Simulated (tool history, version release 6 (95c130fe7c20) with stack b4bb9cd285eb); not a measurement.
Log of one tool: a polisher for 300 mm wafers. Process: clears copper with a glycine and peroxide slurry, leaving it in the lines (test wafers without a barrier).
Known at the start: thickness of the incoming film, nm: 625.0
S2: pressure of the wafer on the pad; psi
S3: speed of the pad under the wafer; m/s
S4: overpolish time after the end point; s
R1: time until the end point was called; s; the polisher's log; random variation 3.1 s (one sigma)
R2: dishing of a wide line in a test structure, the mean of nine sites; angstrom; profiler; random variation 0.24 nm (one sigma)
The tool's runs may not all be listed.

Run 1, hour 0: flow of slurry (ml/min) 260, S2 2.6 psi, S3 0.84 m/s, S4 9 s. Result: R1 123.64 s, R2 325.73 angstrom.
Run 2, hour 3.7: flow of slurry (ml/min) 260, S2 2.5 psi, S3 0.84 m/s, S4 9 s. Result: R1 127.48 s, R2 326.49 angstrom.
Run 3, hour 8.2: flow of slurry (ml/min) 260, S2 2.4 psi, S3 0.84 m/s, S4 9 s. Result: R1 130.27 s, R2 314.12 angstrom.
Run 4, hour 15.2: flow of slurry (ml/min) 260, S2 2.3 psi, S3 0.84 m/s, S4 9 s. Result: R1 136.33 s, R2 310.3 angstrom.
Run 5, hour 17.6: flow of slurry (ml/min) 260, S2 2.3 psi, S3 0.98 m/s, S4 9 s. Result: R1 122.18 s, R2 341.94 angstrom.
Run 6, hour 26.7: flow of slurry (ml/min) 260, S2 2.8 psi, S3 0.98 m/s, S4 9 s. Result: R1 106.67 s, R2 379.98 angstrom.
Run 7, hour 29.4: flow of slurry (ml/min) 260, S2 2.6 psi, S3 0.96 m/s, S4 9 s. Result: R1 116.62 s, R2 355.46 angstrom.
Run 8, hour 37.4: flow of slurry (ml/min) 260, S2 2.5 psi, S3 0.94 m/s, S4 9 s. Result: R1 118.56 s, R2 342.39 angstrom.

The next listed run, before its measurement:
Run 9, hour 40.5: flow of slurry (ml/min) 260, S2 2.4 psi, S3 0.92 m/s, S4 9 s. Result: R1 ?, R2 ?.

{"run 9": {"R1": 128.94, "R2": 330.52}}

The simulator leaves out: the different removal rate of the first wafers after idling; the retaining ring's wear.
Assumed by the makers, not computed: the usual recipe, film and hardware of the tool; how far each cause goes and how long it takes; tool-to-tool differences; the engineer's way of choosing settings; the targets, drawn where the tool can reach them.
